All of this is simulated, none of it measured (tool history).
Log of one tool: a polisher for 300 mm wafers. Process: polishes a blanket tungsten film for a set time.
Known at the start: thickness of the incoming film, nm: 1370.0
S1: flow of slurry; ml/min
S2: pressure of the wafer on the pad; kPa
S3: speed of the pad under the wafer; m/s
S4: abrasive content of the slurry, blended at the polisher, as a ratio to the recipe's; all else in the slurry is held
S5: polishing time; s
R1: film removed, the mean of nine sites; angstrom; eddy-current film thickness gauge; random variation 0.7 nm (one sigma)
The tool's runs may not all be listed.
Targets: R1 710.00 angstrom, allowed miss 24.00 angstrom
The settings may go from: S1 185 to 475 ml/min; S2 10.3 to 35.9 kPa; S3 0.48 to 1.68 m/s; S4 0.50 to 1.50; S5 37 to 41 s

run 1 day=0.000 | S1=305 S2=22.8 S3=1.08 S4=1.00 S5=41 | R1=1519.50
run 2 day=0.038 | S1=305 S2=24.8 S3=1.08 S4=1.00 S5=41 | R1=1636.60
run 3 day=0.154 | S1=255 S2=24.8 S3=1.08 S4=1.00 S5=41 | R1=1630.10
run 4 day=0.238 | S1=255 S2=24.8 S3=1.08 S4=1.00 S5=37 | R1=1455.10
run 5 day=0.275 | S1=245 S2=20.7 S3=1.04 S4=1.00 S5=37 | R1=1188.20
run 6 day=0.367 | S1=240 S2=17.9 S3=1.02 S4=1.00 S5=37 | R1=1011.50
run 7 day=0.708 | S1=235 S2=15.9 S3=1.02 S4=1.00 S5=37 | R1=892.78
run 8 day=0.854 | S1=230 S2=14.5 S3=1.02 S4=1.00 S5=37 | R1=821.04
run 9 day=0.892 | S1=225 S2=13.8 S3=1.02 S4=1.00 S5=37 | R1=778.36
run 10 day=1.088 | S1=220 S2=13.1 S3=1.02 S4=1.00 S5=37 | R1=744.05
run 11 day=1.312 | S1=215 S2=13.1 S3=1.02 S4=1.00 S5=37 | R1=736.89
run 12 day=1.504 | S1=210 S2=13.1 S3=1.02 S4=1.00 S5=37 | R1=750.80

4 next moves are on the table. One of them brings every result within its allowed miss. Which?
run A day=1.696 | S1=275 S2=11.7 S3=1.02 S4=1.15 S5=37 | R1=?
run B day=1.696 | S1=185 S2=13.1 S3=1.12 S4=0.90 S5=37 | R1=?
run C day=1.696 | S1=230 S2=13.1 S3=0.98 S4=1.15 S5=40 | R1=?
run D day=1.696 | S1=265 S2=13.8 S3=0.98 S4=1.00 S5=40 | R1=?

move=A R1=726.75
move=B R1=780.13
move=C R1=828.46
move=D R1=840.94
A: meets every target
B: further off than the last run
C: further off than the last run
D: further off than the last run
Move A is the one to make.
